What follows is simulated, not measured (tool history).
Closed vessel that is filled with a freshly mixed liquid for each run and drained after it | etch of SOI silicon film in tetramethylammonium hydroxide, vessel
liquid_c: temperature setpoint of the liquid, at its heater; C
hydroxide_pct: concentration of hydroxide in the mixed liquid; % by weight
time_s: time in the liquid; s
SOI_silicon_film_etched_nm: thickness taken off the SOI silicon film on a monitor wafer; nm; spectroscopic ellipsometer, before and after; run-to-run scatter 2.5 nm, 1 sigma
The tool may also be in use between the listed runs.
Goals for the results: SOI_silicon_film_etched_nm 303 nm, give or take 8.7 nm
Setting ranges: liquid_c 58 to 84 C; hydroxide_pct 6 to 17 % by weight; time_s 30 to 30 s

run 1 day=0 | liquid_c=71 hydroxide_pct=11.5 time_s=30 | SOI_silicon_film_etched_nm=210.01
run 2 day=0.242 | liquid_c=71 hydroxide_pct=11.5 time_s=30 | SOI_silicon_film_etched_nm=210.84
run 3 day=0.533 | liquid_c=72 hydroxide_pct=11.5 time_s=30 | SOI_silicon_film_etched_nm=222.67
run 4 day=0.583 | liquid_c=73 hydroxide_pct=11.5 time_s=30 | SOI_silicon_film_etched_nm=240.13
run 5 day=0.762 | liquid_c=73.5 hydroxide_pct=11.5 time_s=30 | SOI_silicon_film_etched_nm=243.17
run 6 day=0.867 | liquid_c=74 hydroxide_pct=11.5 time_s=30 | SOI_silicon_film_etched_nm=248.7
run 7 day=1.158 | liquid_c=74.5 hydroxide_pct=11.5 time_s=30 | SOI_silicon_film_etched_nm=256.07
run 8 day=1.208 | liquid_c=75 hydroxide_pct=11.5 time_s=30 | SOI_silicon_film_etched_nm=265.2
run 9 day=1.283 | liquid_c=75.5 hydroxide_pct=11.5 time_s=30 | SOI_silicon_film_etched_nm=270.18
run 10 day=1.483 | liquid_c=78 hydroxide_pct=11.5 time_s=30 | SOI_silicon_film_etched_nm=317.34

Which one of the following 4 next-run settings gets every result inside its allowed miss? There is exactly one.
run A day=1.683 | liquid_c=77 hydroxide_pct=10.5 time_s=30 | SOI_silicon_film_etched_nm=?
run B day=1.683 | liquid_c=76 hydroxide_pct=11.5 time_s=30 | SOI_silicon_film_etched_nm=?
run C day=1.683 | liquid_c=76.5 hydroxide_pct=12 time_s=30 | SOI_silicon_film_etched_nm=?
run D day=1.683 | liquid_c=76 hydroxide_pct=11 time_s=30 | SOI_silicon_film_etched_nm=?

move=A SOI_silicon_film_etched_nm=307.89
move=B SOI_silicon_film_etched_nm=281.59
move=C SOI_silicon_film_etched_nm=284.86
move=D SOI_silicon_film_etched_nm=286.28
A: hits every target within its allowed miss
B: moves the result that the last run missed by most past its target, out the other side
C: moves the result that the last run missed by most past its target, out the other side
D: moves the result that the last run missed by most past its target, out the other side
Correct choice: A, which meets every target
